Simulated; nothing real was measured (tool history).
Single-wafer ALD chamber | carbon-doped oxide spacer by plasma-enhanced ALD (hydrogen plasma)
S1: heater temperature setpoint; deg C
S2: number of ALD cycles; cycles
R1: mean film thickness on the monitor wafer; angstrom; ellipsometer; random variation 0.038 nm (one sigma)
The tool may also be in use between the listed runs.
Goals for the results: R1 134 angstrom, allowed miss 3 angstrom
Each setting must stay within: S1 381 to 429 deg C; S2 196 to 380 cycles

{"run": 1, "hour": 0.0, "S1": 405, "S2": 288, "R1": 150.55}
{"run": 2, "hour": 4.5, "S1": 395, "S2": 288, "R1": 151.89}
{"run": 3, "hour": 12.7, "S1": 395, "S2": 280, "R1": 147.74}
{"run": 4, "hour": 17.9, "S1": 395, "S2": 274, "R1": 144.64}
{"run": 5, "hour": 25.0, "S1": 406, "S2": 274, "R1": 141.96}
{"run": 6, "hour": 27.7, "S1": 406, "S2": 308, "R1": 159.91}
{"run": 7, "hour": 35.6, "S1": 406, "S2": 296, "R1": 153.55}
{"run": 8, "hour": 39.0, "S1": 406, "S2": 287, "R1": 149.29}
{"run": 9, "hour": 46.8, "S1": 406, "S2": 280, "R1": 144.85}
{"run": 10, "hour": 48.0, "S1": 406, "S2": 275, "R1": 142.72}
{"run": 11, "hour": 54.4, "S1": 414, "S2": 259, "R1": 130.57}

Consider the 4 candidate settings below. Which is the only one whose results all fall within their allowed miss of target?
{"run": "A", "hour": 60.8, "S1": 415, "S2": 267, "R1": "?"}
{"run": "B", "hour": 60.8, "S1": 391, "S2": 243, "R1": "?"}
{"run": "C", "hour": 60.8, "S1": 407, "S2": 245, "R1": "?"}
{"run": "D", "hour": 60.8, "S1": 425, "S2": 260, "R1": "?"}

move=A R1=134.28
move=B R1=128.24
move=C R1=126.53
move=D R1=126.36
A: every result within its allowed miss
B: lands further from the targets than the last run did
C: lands further from the targets than the last run did
D: lands further from the targets than the last run did
The right move is A.
